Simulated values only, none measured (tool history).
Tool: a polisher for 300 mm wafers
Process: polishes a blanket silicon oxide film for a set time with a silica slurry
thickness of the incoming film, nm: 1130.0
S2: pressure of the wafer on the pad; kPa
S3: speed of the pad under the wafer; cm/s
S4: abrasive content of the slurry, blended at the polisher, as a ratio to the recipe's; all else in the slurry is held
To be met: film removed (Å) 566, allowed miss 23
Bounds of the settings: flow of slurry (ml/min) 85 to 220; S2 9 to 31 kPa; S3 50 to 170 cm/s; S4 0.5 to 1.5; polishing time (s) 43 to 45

Run 1, hour 0: flow of slurry (ml/min) 140, S2 20 kPa, S3 110 cm/s, S4 1, polishing time (s) 43. Result: film removed (Å) 984.71.
Run 2, hour 0.7: flow of slurry (ml/min) 140, S2 20 kPa, S3 128 cm/s, S4 1, polishing time (s) 43. Result: film removed (Å) 1111.8.
Run 3, hour 5.2: flow of slurry (ml/min) 140, S2 18.6 kPa, S3 126 cm/s, S4 1, polishing time (s) 43. Result: film removed (Å) 1004.8.
Run 4, hour 5.9: flow of slurry (ml/min) 140, S2 17.2 kPa, S3 126 cm/s, S4 1, polishing time (s) 43. Result: film removed (Å) 941.32.
Run 5, hour 9.1: flow of slurry (ml/min) 140, S2 15.9 kPa, S3 126 cm/s, S4 1, polishing time (s) 43. Result: film removed (Å) 869.75.
Run 6, hour 13.9: flow of slurry (ml/min) 140, S2 15.9 kPa, S3 126 cm/s, S4 0.8, polishing time (s) 43. Result: film removed (Å) 773.78.
Run 7, hour 15.7: flow of slurry (ml/min) 140, S2 15.2 kPa, S3 126 cm/s, S4 0.8, polishing time (s) 43. Result: film removed (Å) 732.46.
Run 8, hour 16.3: flow of slurry (ml/min) 140, S2 14.5 kPa, S3 126 cm/s, S4 0.8, polishing time (s) 43. Result: film removed (Å) 705.24.
Run 9, hour 18.6: flow of slurry (ml/min) 140, S2 13.8 kPa, S3 126 cm/s, S4 0.8, polishing time (s) 43. Result: film removed (Å) 654.65.

Which of these 5 next moves meets every target?
Run A, hour 20.9: flow of slurry (ml/min) 125, S2 14.5 kPa, S3 124 cm/s, S4 0.85, polishing time (s) 45. Result: film removed (Å) ?.
Run B, hour 20.9: flow of slurry (ml/min) 145, S2 19.3 kPa, S3 102 cm/s, S4 0.75, polishing time (s) 45. Result: film removed (Å) ?.
Run C, hour 20.9: flow of slurry (ml/min) 130, S2 13.1 kPa, S3 118 cm/s, S4 0.75, polishing time (s) 43. Result: film removed (Å) ?.
Run D, hour 20.9: flow of slurry (ml/min) 130, S2 15.9 kPa, S3 98 cm/s, S4 0.8, polishing time (s) 45. Result: film removed (Å) ?.
Run E, hour 20.9: flow of slurry (ml/min) 110, S2 16.5 kPa, S3 152 cm/s, S4 0.6, polishing time (s) 45. Result: film removed (Å) ?.

move  film removed (Å)
   A            731.18
   B            778.28
   C            563.62
   D            639.55
   E            724.79
A: further off than the last run
B: further off than the last run
C: meets every target
D: nearer than the last run, and not there yet
E: further off than the last run
The right move is C.
